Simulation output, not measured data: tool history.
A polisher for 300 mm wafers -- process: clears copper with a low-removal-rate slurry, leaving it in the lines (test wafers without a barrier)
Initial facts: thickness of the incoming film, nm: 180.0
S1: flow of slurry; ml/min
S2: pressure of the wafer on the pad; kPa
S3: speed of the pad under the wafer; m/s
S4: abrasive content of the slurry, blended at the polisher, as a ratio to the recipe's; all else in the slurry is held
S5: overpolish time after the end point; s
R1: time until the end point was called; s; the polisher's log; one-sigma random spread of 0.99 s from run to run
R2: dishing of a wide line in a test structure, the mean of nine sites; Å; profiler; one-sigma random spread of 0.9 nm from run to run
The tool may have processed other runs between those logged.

run  hour   S1    S2    S3    S4  S5      R1      R2
  1     0  310  13.8     1     1  17  79.547  267.15
  2   0.8  310  11.7     1     1  17   88.98  236.02
  3   4.9  310  13.1  1.02     1  18  78.263   282.2
  4     8  310  13.1  1.02  0.85  18  84.307  274.11
  5  14.1  310  14.5  1.02  0.85  18  73.669   286.1
  6  15.4  310  15.2  1.02  0.85  19  74.949  328.45
  7  23.3  310  15.9  1.02  0.85  19  74.035  327.73

Estimate the outcome of run 8 from the log above:
  8  30.4  310  16.5  1.04  0.85  19   ?   ?

{"run 8": {"R1": 65.187, "R2": 331.37}}

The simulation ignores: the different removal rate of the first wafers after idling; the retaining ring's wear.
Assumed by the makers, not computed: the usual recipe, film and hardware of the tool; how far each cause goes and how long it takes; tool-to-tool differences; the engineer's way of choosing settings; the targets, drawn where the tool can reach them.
